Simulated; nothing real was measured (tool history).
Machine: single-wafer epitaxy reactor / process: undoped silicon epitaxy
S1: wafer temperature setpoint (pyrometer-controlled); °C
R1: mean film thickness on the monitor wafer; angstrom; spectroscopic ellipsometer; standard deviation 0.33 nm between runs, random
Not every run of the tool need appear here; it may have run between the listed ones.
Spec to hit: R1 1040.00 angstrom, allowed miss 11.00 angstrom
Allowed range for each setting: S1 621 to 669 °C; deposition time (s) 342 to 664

{"run": 1, "hour": 0.0, "S1": 645, "deposition time (s)": 503, "R1": 722.6}
{"run": 2, "hour": 6.0, "S1": 645, "deposition time (s)": 446, "R1": 640.35}
{"run": 3, "hour": 12.0, "S1": 651, "deposition time (s)": 446, "R1": 719.98}
{"run": 4, "hour": 18.6, "S1": 651, "deposition time (s)": 386, "R1": 620.94}
{"run": 5, "hour": 27.3, "S1": 651, "deposition time (s)": 342, "R1": 555.05}
{"run": 6, "hour": 36.0, "S1": 651, "deposition time (s)": 383, "R1": 619.76}
{"run": 7, "hour": 39.0, "S1": 656, "deposition time (s)": 398, "R1": 706.98}
{"run": 8, "hour": 47.0, "S1": 659, "deposition time (s)": 412, "R1": 770.41}
{"run": 9, "hour": 54.3, "S1": 669, "deposition time (s)": 469, "R1": 1062.8}

Exactly one of the 4 candidate moves below puts every result within its allowed miss. Which one?
{"run": "A", "hour": 61.6, "S1": 669, "deposition time (s)": 468, "R1": "?"}
{"run": "B", "hour": 61.6, "S1": 669, "deposition time (s)": 482, "R1": "?"}
{"run": "C", "hour": 61.6, "S1": 666, "deposition time (s)": 488, "R1": "?"}
{"run": "D", "hour": 61.6, "S1": 663, "deposition time (s)": 504, "R1": "?"}

move=A R1=1062.90
move=B R1=1094.70
move=C R1=1048.20
move=D R1=1023.60
A: about the same distance from the targets as the last run
B: lands further from the targets than the last run did
C: each result inside its tolerance
D: takes the result that was furthest off past its target
So the answer is move C, the one that meets all the targets.
